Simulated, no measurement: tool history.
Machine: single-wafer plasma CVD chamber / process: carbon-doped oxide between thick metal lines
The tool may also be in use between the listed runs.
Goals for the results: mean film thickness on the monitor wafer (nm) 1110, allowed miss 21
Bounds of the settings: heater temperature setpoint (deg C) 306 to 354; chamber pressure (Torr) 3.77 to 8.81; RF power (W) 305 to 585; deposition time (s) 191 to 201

| run | hour | heater temperature setpoint (deg C) | chamber pressure (Torr) | RF power (W) | deposition time (s) | mean film thickness on the monitor wafer (nm) |
|---|---|---|---|---|---|---|
| 1 | 0 | 330 | 6.29 | 445 | 201 | 1007 |
| 2 | 6.3 | 330 | 6.29 | 445 | 201 | 1007.4 |
| 3 | 14 | 338 | 6.29 | 445 | 201 | 981.07 |
| 4 | 16.4 | 336 | 6.43 | 450 | 201 | 991.26 |
| 5 | 22.6 | 336 | 6.43 | 410 | 201 | 931.92 |
| 6 | 26.8 | 334 | 6.52 | 415 | 201 | 954.04 |
| 7 | 29.6 | 322 | 7.78 | 450 | 201 | 1057.4 |
| 8 | 37.4 | 321 | 7.82 | 450 | 201 | 1069.2 |
| 9 | 40.5 | 320 | 7.85 | 450 | 201 | 1074.2 |
| 10 | 46.4 | 319 | 7.88 | 450 | 201 | 1065.2 |
| 11 | 48.2 | 319 | 7.93 | 450 | 201 | 1086.3 |
| 12 | 51.8 | 319 | 7.95 | 450 | 201 | 1075.5 |
| 13 | 60.6 | 318 | 7.98 | 450 | 201 | 1077.6 |

Exercise: of the 4 proposed moves below, exactly one satisfies all targets within the stated allowed misses. Which move is it?
| A | 69.4 | 319 | 8.06 | 445 | 198 | ? |
| B | 69.4 | 321 | 7.97 | 470 | 201 | ? |
| C | 69.4 | 317 | 8.81 | 445 | 193 | ? |
| D | 69.4 | 323 | 7.31 | 435 | 201 | ? |

| move | mean film thickness on the monitor wafer (nm) |
|---|---|
| A | 1051.9 |
| B | 1096.4 |
| C | 1039.9 |
| D | 1027 |
A: moves away from the targets compared with the last run
B: hits every target within its allowed miss
C: moves away from the targets compared with the last run
D: moves away from the targets compared with the last run
Move B is the one to make.
